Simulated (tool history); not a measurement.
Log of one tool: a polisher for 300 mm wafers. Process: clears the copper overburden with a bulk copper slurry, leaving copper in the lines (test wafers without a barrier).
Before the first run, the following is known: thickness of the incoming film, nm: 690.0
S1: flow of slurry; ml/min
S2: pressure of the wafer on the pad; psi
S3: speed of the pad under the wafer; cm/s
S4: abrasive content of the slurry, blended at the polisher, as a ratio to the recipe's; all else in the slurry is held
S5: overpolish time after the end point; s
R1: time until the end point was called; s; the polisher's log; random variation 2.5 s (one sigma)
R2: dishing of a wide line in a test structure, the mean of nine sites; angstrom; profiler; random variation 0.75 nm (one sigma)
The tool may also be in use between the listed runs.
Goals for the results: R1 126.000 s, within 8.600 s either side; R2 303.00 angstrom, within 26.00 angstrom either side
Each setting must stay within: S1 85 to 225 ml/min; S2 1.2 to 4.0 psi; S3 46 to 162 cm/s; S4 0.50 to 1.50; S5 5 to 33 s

{"run": 1, "hour": 0.0, "S1": 145, "S2": 2.6, "S3": 104, "S4": 1.0, "S5": 17, "R1": 87.077, "R2": 817.55}
{"run": 2, "hour": 3.5, "S1": 145, "S2": 2.4, "S3": 106, "S4": 1.0, "S5": 15, "R1": 92.311, "R2": 726.7}
{"run": 3, "hour": 8.5, "S1": 145, "S2": 2.4, "S3": 106, "S4": 1.2, "S5": 15, "R1": 87.882, "R2": 731.81}
{"run": 4, "hour": 16.0, "S1": 145, "S2": 2.4, "S3": 128, "S4": 1.2, "S5": 15, "R1": 74.722, "R2": 820.04}
{"run": 5, "hour": 21.8, "S1": 150, "S2": 2.2, "S3": 124, "S4": 1.25, "S5": 14, "R1": 83.311, "R2": 730.79}
{"run": 6, "hour": 26.1, "S1": 140, "S2": 2.1, "S3": 124, "S4": 1.3, "S5": 13, "R1": 88.081, "R2": 670.01}
{"run": 7, "hour": 29.6, "S1": 140, "S2": 2.1, "S3": 124, "S4": 1.3, "S5": 13, "R1": 89.43, "R2": 666.76}
{"run": 8, "hour": 32.9, "S1": 140, "S2": 2.0, "S3": 124, "S4": 1.35, "S5": 12, "R1": 94.631, "R2": 588.57}
{"run": 9, "hour": 37.1, "S1": 140, "S2": 1.9, "S3": 126, "S4": 1.35, "S5": 11, "R1": 94.939, "R2": 541.53}
{"run": 10, "hour": 44.6, "S1": 140, "S2": 1.8, "S3": 126, "S4": 1.35, "S5": 10, "R1": 99.435, "R2": 500.92}
{"run": 11, "hour": 46.4, "S1": 140, "S2": 1.2, "S3": 122, "S4": 1.35, "S5": 5, "R1": 153.35, "R2": 183.88}
{"run": 12, "hour": 52.2, "S1": 135, "S2": 1.7, "S3": 116, "S4": 1.35, "S5": 8, "R1": 112.89, "R2": 358.98}
{"hour": 59.9, "done": "head pressure recalibrated"}
{"run": 13, "hour": 59.9, "S1": 135, "S2": 1.7, "S3": 116, "S4": 1.35, "S5": 8, "R1": 104.37, "R2": 408.32}
{"run": 14, "hour": 64.7, "S1": 140, "S2": 1.7, "S3": 116, "S4": 1.35, "S5": 8, "R1": 103.15, "R2": 385.24}

Exactly one of the 4 candidate moves below puts every result within its allowed miss. Which one?
{"run": "A", "hour": 69.5, "S1": 145, "S2": 2.3, "S3": 110, "S4": 1.5, "S5": 5, "R1": "?", "R2": "?"}
{"run": "B", "hour": 69.5, "S1": 205, "S2": 1.4, "S3": 106, "S4": 1.3, "S5": 7, "R1": "?", "R2": "?"}
{"run": "C", "hour": 69.5, "S1": 125, "S2": 1.5, "S3": 124, "S4": 1.5, "S5": 6, "R1": "?", "R2": "?"}
{"run": "D", "hour": 69.5, "S1": 135, "S2": 1.4, "S3": 120, "S4": 1.25, "S5": 6, "R1": "?", "R2": "?"}

move=A R1=79.088 R2=341.07
move=B R1=128.510 R2=290.47
move=C R1=112.120 R2=287.50
move=D R1=126.500 R2=257.89
A: misses by more than the last run did
B: every result within its allowed miss
C: brings the last run's worst result on target, with another outside its allowed miss
D: pushes the last run's worst result past its target
The move that meets every target is B.

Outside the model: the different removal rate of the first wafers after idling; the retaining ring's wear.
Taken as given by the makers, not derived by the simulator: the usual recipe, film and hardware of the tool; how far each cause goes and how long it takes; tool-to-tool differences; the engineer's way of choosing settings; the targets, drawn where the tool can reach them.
